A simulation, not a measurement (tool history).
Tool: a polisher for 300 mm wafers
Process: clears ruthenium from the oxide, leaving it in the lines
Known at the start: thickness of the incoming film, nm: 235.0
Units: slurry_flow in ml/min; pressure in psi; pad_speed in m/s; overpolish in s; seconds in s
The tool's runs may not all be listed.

Run 1, hour 0: slurry_flow 275 ml/min, pressure 2.7 psi, pad_speed 1.1 m/s, overpolish 13 s. Result: seconds 154.58 s.
Run 2, hour 4.8: slurry_flow 275 ml/min, pressure 2.7 psi, pad_speed 1.1 m/s, overpolish 10 s. Result: seconds 150.4 s.
Run 3, hour 13.2: slurry_flow 275 ml/min, pressure 2.7 psi, pad_speed 1.1 m/s, overpolish 10 s. Result: seconds 154.39 s.
Run 4, hour 21.5: slurry_flow 275 ml/min, pressure 2.8 psi, pad_speed 1.1 m/s, overpolish 10 s. Result: seconds 148.03 s.
Run 5, hour 29.4: slurry_flow 275 ml/min, pressure 2.9 psi, pad_speed 1.1 m/s, overpolish 10 s. Result: seconds 141.62 s.
Run 6, hour 32.2: slurry_flow 275 ml/min, pressure 2.4 psi, pad_speed 1.1 m/s, overpolish 10 s. Result: seconds 172.35 s.
Run 7, hour 39.7: slurry_flow 275 ml/min, pressure 2.6 psi, pad_speed 1.1 m/s, overpolish 10 s. Result: seconds 157.87 s.
Run 8, hour 43.5: slurry_flow 275 ml/min, pressure 2.8 psi, pad_speed 1.1 m/s, overpolish 10 s. Result: seconds 146.55 s.
Run 9, hour 45.5: slurry_flow 275 ml/min, pressure 2.9 psi, pad_speed 1.1 m/s, overpolish 10 s. Result: seconds 142.84 s.
Run 10, hour 54.3: slurry_flow 275 ml/min, pressure 2.9 psi, pad_speed 1.1 m/s, overpolish 10 s. Result: seconds 141.8 s.
Run 11, hour 57.3: slurry_flow 275 ml/min, pressure 3 psi, pad_speed 1.1 m/s, overpolish 10 s. Result: seconds 138.05 s.
Run 12, hour 65.8: slurry_flow 275 ml/min, pressure 3.1 psi, pad_speed 1.1 m/s, overpolish 10 s. Result: seconds 134.99 s.

Forecast run 13:
Run 13, hour 74.4: slurry_flow 275 ml/min, pressure 3.2 psi, pad_speed 1.1 m/s, overpolish 10 s. Result: seconds ?.

{"run 13": {"seconds": 129.26}}
